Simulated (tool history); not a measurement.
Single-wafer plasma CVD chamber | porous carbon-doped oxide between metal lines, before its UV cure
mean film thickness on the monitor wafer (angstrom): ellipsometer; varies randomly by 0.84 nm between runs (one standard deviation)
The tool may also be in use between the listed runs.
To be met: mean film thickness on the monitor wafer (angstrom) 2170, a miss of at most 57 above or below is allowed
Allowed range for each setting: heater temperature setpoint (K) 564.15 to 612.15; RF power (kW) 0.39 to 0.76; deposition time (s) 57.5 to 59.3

run,hour,heater temperature setpoint (K),RF power (kW),deposition time (s),mean film thickness on the monitor wafer (angstrom)
1,0,588.15,0.575,57.5,2607.2
2,3.6,593.15,0.55,57.5,2463.5
3,7.3,593.15,0.5,57.5,2307
4,14.3,593.15,0.535,57.5,2422.2
5,17.9,593.15,0.535,59.3,2487.2
6,23.8,597.15,0.52,59.2,2397.6
7,26.8,600.15,0.51,59.1,2327.6
8,31.9,602.15,0.505,59.1,2297.7
9,33.9,604.15,0.5,59.1,2278.8

Below are 4 possible settings for the next run. Only one of them brings all results inside the allowed miss of their targets. Which is it?
A,35.9,603.15,0.46,59.3,?
B,35.9,605.15,0.54,59.3,?
C,35.9,598.15,0.5,59.3,?
D,35.9,601.15,0.52,59.3,?

move,mean film thickness on the monitor wafer (angstrom)
A,2151
B,2387.9
C,2331.9
D,2366
A: hits every target within its allowed miss
B: the biggest miss grows against the last run
C: the biggest miss grows against the last run
D: the biggest miss grows against the last run
A is the move that brings every result within its allowed miss.

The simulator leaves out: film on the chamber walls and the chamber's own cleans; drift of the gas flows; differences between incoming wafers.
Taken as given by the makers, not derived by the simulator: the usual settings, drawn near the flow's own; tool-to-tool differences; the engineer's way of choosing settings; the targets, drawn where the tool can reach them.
